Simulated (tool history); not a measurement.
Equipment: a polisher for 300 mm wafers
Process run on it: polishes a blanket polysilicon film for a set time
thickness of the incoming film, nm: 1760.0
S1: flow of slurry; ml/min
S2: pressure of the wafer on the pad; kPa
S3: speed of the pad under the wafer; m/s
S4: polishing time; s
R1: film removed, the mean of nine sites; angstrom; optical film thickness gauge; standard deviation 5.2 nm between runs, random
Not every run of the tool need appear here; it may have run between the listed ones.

run 1 hour=0.0 | S1=225 S2=16.5 S3=1.06 S4=109 | R1=8415.1
run 2 hour=0.9 | S1=220 S2=15.9 S3=1.06 S4=109 | R1=7997.1
run 3 hour=6.3 | S1=255 S2=15.9 S3=1.06 S4=109 | R1=8115.9
run 4 hour=10.4 | S1=255 S2=17.2 S3=1.06 S4=109 | R1=8915.8
run 5 hour=15.2 | S1=300 S2=17.2 S3=1.06 S4=109 | R1=9029.2
run 6 hour=18.4 | S1=245 S2=17.2 S3=1.06 S4=109 | R1=8781.4
run 7 hour=25.2 | S1=240 S2=15.9 S3=1.06 S4=109 | R1=8101.4
run 8 hour=26.0 | S1=240 S2=15.2 S3=1.06 S4=109 | R1=7844.6
run 9 hour=27.6 | S1=235 S2=14.5 S3=1.06 S4=109 | R1=7480.7

The next listed run, before its measurement:
run 10 hour=32.0 | S1=235 S2=13.8 S3=1.06 S4=109 | R1=?

R1: 7065.3 angstrom
